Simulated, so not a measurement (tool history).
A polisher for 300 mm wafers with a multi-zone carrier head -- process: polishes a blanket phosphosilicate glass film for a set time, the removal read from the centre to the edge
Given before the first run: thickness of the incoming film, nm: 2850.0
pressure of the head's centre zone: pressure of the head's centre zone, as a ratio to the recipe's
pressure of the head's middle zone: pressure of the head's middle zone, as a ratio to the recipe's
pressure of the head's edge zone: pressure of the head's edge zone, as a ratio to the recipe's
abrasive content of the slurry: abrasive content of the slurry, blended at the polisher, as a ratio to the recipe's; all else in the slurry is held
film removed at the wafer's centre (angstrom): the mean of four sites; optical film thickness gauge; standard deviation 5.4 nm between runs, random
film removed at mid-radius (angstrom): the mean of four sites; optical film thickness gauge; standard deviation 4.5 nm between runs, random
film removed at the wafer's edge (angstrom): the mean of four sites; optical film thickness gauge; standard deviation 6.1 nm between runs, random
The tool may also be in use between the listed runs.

run	hour	flow of slurry (ml/min)	pressure of the head's centre zone	pressure of the head's middle zone	pressure of the head's edge zone	abrasive content of the slurry	polishing time (s)	film removed at the wafer's centre (angstrom)	film removed at mid-radius (angstrom)	film removed at the wafer's edge (angstrom)
1	0.0	160	1.00	1.00	1.00	1.00	65	6421.1	6665.0	6568.2
2	3.7	160	1.00	0.94	1.00	1.00	65	6346.2	6345.4	6585.0
3	9.8	155	0.97	0.95	0.97	0.95	65	5973.1	6175.5	6431.8
4	11.6	155	0.96	0.98	0.95	0.90	65	5703.5	6022.0	5987.0
5	12.1	150	0.94	1.00	0.94	0.90	65	5687.0	6043.3	6028.7
6	17.2	150	0.94	1.00	0.97	0.90	65	5491.4	6030.8	5986.4
7	22.5	145	0.93	1.02	0.97	0.90	65	5562.9	6108.2	6017.0
8	28.8	145	0.91	1.04	0.96	0.90	65	5418.9	6340.3	6045.0
9	32.8	140	0.90	1.05	0.94	0.90	65	5331.1	6271.3	5851.5

Estimate the outcome of run 10 from the log above:
10	36.7	105	0.83	1.09	0.89	0.90	65	?	?	?

film removed at the wafer's centre (angstrom): 4430.1
film removed at mid-radius (angstrom): 5908.4
film removed at the wafer's edge (angstrom): 5317.5
